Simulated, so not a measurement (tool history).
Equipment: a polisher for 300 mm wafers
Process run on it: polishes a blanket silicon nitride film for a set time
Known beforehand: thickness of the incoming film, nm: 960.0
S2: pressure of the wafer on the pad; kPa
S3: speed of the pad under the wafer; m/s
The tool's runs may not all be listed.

Run 1, day 0.000: flow of slurry (ml/min) 290, S2 30.3 kPa, S3 1.22 m/s, polishing time (s) 36. Result: film removed (Å) 763.10.
Run 2, day 0.258: flow of slurry (ml/min) 290, S2 30.3 kPa, S3 1.48 m/s, polishing time (s) 36. Result: film removed (Å) 922.28.
Run 3, day 0.317: flow of slurry (ml/min) 345, S2 30.3 kPa, S3 1.48 m/s, polishing time (s) 36. Result: film removed (Å) 909.44.
Run 4, day 0.454: flow of slurry (ml/min) 345, S2 26.9 kPa, S3 1.48 m/s, polishing time (s) 36. Result: film removed (Å) 815.92.
Run 5, day 0.667: flow of slurry (ml/min) 345, S2 26.9 kPa, S3 1.48 m/s, polishing time (s) 36. Result: film removed (Å) 820.93.
Run 6, day 0.962: flow of slurry (ml/min) 345, S2 26.9 kPa, S3 1.72 m/s, polishing time (s) 36. Result: film removed (Å) 921.96.

Run 7 comes next. What will it give?
Run 7, day 1.225: flow of slurry (ml/min) 345, S2 23.4 kPa, S3 1.72 m/s, polishing time (s) 36. Result: film removed (Å) ?.

film removed (Å): 809.02
